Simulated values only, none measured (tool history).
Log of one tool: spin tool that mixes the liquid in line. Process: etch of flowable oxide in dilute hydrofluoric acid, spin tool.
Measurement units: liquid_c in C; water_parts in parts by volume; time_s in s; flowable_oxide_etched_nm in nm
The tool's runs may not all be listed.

Run 1, hour 0: liquid_c 21 C, water_parts 80 parts by volume, time_s 15 s. Result: flowable_oxide_etched_nm 3.48 nm.
Run 2, hour 3.1: liquid_c 21 C, water_parts 55 parts by volume, time_s 15 s. Result: flowable_oxide_etched_nm 5.231 nm.
Run 3, hour 4.9: liquid_c 21 C, water_parts 55 parts by volume, time_s 15 s. Result: flowable_oxide_etched_nm 5.1795 nm.
Run 4, hour 9.4: liquid_c 21 C, water_parts 55 parts by volume, time_s 15 s. Result: flowable_oxide_etched_nm 5.1286 nm.
Run 5, hour 11.4: liquid_c 21 C, water_parts 55 parts by volume, time_s 15 s. Result: flowable_oxide_etched_nm 5.1704 nm.
Run 6, hour 14.3: liquid_c 20.5 C, water_parts 65 parts by volume, time_s 15 s. Result: flowable_oxide_etched_nm 4.2718 nm.
Run 7, hour 21: liquid_c 20 C, water_parts 70 parts by volume, time_s 15 s. Result: flowable_oxide_etched_nm 3.7985 nm.
Run 8, hour 21.6: liquid_c 19.5 C, water_parts 75 parts by volume, time_s 15 s. Result: flowable_oxide_etched_nm 3.5348 nm.
Run 9, hour 23.8: liquid_c 19 C, water_parts 80 parts by volume, time_s 15 s. Result: flowable_oxide_etched_nm 3.2115 nm.
Run 10, hour 31: liquid_c 18.5 C, water_parts 85 parts by volume, time_s 15 s. Result: flowable_oxide_etched_nm 2.9025 nm.
Run 11, hour 34: liquid_c 18 C, water_parts 90 parts by volume, time_s 15 s. Result: flowable_oxide_etched_nm 2.7187 nm.
Run 12, hour 37.7: liquid_c 18 C, water_parts 95 parts by volume, time_s 15 s. Result: flowable_oxide_etched_nm 2.521 nm.

Estimate the outcome of run 13 from the log above:
Run 13, hour 44.4: liquid_c 17.5 C, water_parts 100 parts by volume, time_s 15 s. Result: flowable_oxide_etched_nm ?.

flowable_oxide_etched_nm: 2.3357 nm
